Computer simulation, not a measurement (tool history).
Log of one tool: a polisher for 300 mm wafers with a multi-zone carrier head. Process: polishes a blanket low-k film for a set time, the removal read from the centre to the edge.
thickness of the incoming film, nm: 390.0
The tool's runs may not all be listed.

run,hour,flow of slurry (ml/min),pressure of the head's centre zone,pressure of the head's middle zone,pressure of the head's edge zone,abrasive content of the slurry,polishing time (s),film removed at the wafer's centre (Å),film removed at mid-radius (Å),film removed at the wafer's edge (Å)
1,0,125,1,1,1,1,52,119.01,118.72,124.31
2,6.2,135,1.03,1,1.04,1.1,52,132.43,124.99,133.76
3,8.4,145,1.04,1.01,1.07,1.2,52,136.91,131.96,139.72
4,17.1,145,1.04,1.01,1.07,1.2,39,103.23,97.906,106.75
5,20.7,150,1.06,1,1.09,1.3,43,120.34,109.92,119.45
6,29,150,1.06,1,1.09,1.4,43,122.39,114.82,123.46
7,35.1,155,1.07,0.99,1.11,1.45,47,134.47,126.69,136.84
8,38.5,155,1.09,0.98,1.12,1.45,50,150.85,132.61,147.81

Forecast run 9:
9,40,160,1.1,0.99,1.13,1.45,51,?,?,?

{"run 9": {"film removed at the wafer's centre (Å)": 153.72, "film removed at mid-radius (Å)": 137.47, "film removed at the wafer's edge (Å)": 153.53}}
